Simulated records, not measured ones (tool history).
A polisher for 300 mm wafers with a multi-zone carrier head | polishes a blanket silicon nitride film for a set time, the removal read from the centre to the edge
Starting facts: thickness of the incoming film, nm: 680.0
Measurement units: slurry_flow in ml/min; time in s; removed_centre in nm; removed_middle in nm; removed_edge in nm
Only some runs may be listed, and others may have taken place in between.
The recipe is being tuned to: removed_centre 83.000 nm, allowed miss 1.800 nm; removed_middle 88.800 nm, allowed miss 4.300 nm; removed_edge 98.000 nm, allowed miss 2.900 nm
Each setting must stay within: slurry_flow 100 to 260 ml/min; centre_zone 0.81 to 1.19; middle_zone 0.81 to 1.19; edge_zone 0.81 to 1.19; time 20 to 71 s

| run | day | slurry_flow | centre_zone | middle_zone | edge_zone | time | removed_centre | removed_middle | removed_edge |
|---|---|---|---|---|---|---|---|---|---|
| 1 | 0.000 | 165 | 1.00 | 1.00 | 1.00 | 45 | 152.090 | 146.750 | 150.050 |
| 2 | 0.138 | 135 | 1.00 | 1.00 | 1.00 | 45 | 145.510 | 144.990 | 147.630 |
| 3 | 0.408 | 130 | 0.95 | 0.96 | 0.97 | 40 | 121.810 | 116.640 | 127.780 |
| 4 | 0.442 | 130 | 0.95 | 0.93 | 0.97 | 40 | 121.720 | 116.720 | 128.590 |
| 5 | 0.558 | 130 | 0.88 | 0.93 | 0.97 | 40 | 114.460 | 116.950 | 126.790 |
| 6 | 0.604 | 120 | 0.86 | 0.93 | 0.96 | 37 | 100.190 | 107.520 | 116.820 |
| 7 | 0.729 | 115 | 0.85 | 0.92 | 0.93 | 36 | 95.810 | 98.461 | 110.970 |
| 8 | 1.038 | 110 | 0.84 | 0.93 | 0.91 | 35 | 89.277 | 96.848 | 106.690 |
| 9 | 1.188 | 110 | 0.84 | 0.93 | 0.88 | 35 | 90.750 | 99.158 | 104.560 |
| 10 | 1.279 | 100 | 0.81 | 0.87 | 0.87 | 32 | 76.792 | 82.187 | 92.640 |
| 11 | 1.408 | 110 | 0.81 | 0.88 | 0.88 | 32 | 78.718 | 86.985 | 94.762 |

Consider the 5 candidate settings below. Which is the only one whose results all fall within their allowed miss of target?
| A | 1.538 | 105 | 0.81 | 0.94 | 0.86 | 31 | ? | ? | ? |
| B | 1.538 | 130 | 0.84 | 0.87 | 0.81 | 31 | ? | ? | ? |
| C | 1.538 | 180 | 0.88 | 0.88 | 0.87 | 28 | ? | ? | ? |
| D | 1.538 | 100 | 0.84 | 0.91 | 0.89 | 31 | ? | ? | ? |
| E | 1.538 | 120 | 0.83 | 0.90 | 0.93 | 32 | ? | ? | ? |

| move | removed_centre | removed_middle | removed_edge |
|---|---|---|---|
| A | 76.539 | 86.428 | 91.888 |
| B | 84.300 | 85.449 | 92.929 |
| C | 85.587 | 82.883 | 90.597 |
| D | 78.143 | 82.959 | 92.499 |
| E | 84.198 | 89.035 | 100.730 |
A: lands further from the targets than the last run did
B: puts the biggest miss on target and leaves a different result outside tolerance
C: pushes the last run's worst result past its target
D: lands further from the targets than the last run did
E: every result within its allowed miss
Answer: E
